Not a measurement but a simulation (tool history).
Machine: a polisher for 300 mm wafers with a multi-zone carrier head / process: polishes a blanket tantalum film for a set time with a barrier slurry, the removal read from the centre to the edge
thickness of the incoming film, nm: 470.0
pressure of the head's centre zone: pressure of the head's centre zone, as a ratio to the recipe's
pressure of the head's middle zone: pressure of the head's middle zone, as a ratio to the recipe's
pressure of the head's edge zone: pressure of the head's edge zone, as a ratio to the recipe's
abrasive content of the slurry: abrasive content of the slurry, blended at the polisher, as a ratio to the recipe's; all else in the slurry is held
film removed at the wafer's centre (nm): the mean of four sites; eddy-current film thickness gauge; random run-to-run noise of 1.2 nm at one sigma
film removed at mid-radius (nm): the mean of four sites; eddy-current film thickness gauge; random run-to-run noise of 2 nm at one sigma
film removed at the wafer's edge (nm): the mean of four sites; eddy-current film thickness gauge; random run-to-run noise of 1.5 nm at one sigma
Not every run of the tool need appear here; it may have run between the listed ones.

run,hour,flow of slurry (ml/min),pressure of the head's centre zone,pressure of the head's middle zone,pressure of the head's edge zone,abrasive content of the slurry,polishing time (s),film removed at the wafer's centre (nm),film removed at mid-radius (nm),film removed at the wafer's edge (nm)
1,0,235,1,1,1,1,64,105.92,103.68,101.77
2,4.9,235,1,1,1,0.85,64,99.465,100.05,93.975
3,12.9,235,1,1.07,1,0.85,64,99.648,104.03,95.684
4,18.1,240,1.01,1.08,0.98,0.9,65,105.5,111.77,96.493
5,26.1,240,1.01,1.15,0.98,0.9,65,104.51,115,98.421
6,32.7,240,1.01,1.15,0.98,1.05,65,111.44,122.24,103.85
7,38.2,245,1.03,1.15,0.99,1.1,65,117.02,122.18,104
8,40.9,245,1.03,1.15,0.99,1.1,65,115.58,128.93,106.52
9,47.1,245,1.05,1.13,1,1.15,65,119.2,121.22,108.46

Expected results for the next run?
10,55.5,305,1.12,1.19,0.94,1.4,74,?,?,?

{"run 10": {"film removed at the wafer's centre (nm)": 157.5, "film removed at mid-radius (nm)": 161.17, "film removed at the wafer's edge (nm)": 131}}
